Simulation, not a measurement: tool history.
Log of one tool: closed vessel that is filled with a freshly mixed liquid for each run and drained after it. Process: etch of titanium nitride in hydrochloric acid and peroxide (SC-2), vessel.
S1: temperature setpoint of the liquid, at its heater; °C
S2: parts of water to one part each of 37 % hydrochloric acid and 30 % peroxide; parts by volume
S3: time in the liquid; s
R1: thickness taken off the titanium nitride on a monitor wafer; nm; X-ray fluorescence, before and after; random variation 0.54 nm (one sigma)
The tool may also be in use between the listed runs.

Run 1, hour 0: S1 64 °C, S2 12 parts by volume, S3 905 s. Result: R1 64.577 nm.
Run 2, hour 8.2: S1 66.5 °C, S2 11 parts by volume, S3 905 s. Result: R1 80.461 nm.
Run 3, hour 15: S1 68 °C, S2 10 parts by volume, S3 905 s. Result: R1 95.459 nm.
Run 4, hour 17.8: S1 68 °C, S2 13.5 parts by volume, S3 905 s. Result: R1 73.728 nm.
Run 5, hour 22.1: S1 68 °C, S2 13.5 parts by volume, S3 905 s. Result: R1 74.125 nm.
Run 6, hour 23.6: S1 68 °C, S2 9.5 parts by volume, S3 905 s. Result: R1 99.857 nm.

Forecast run 7:
Run 7, hour 28.1: S1 69 °C, S2 9 parts by volume, S3 905 s. Result: R1 ?.

R1: 111.01 nm
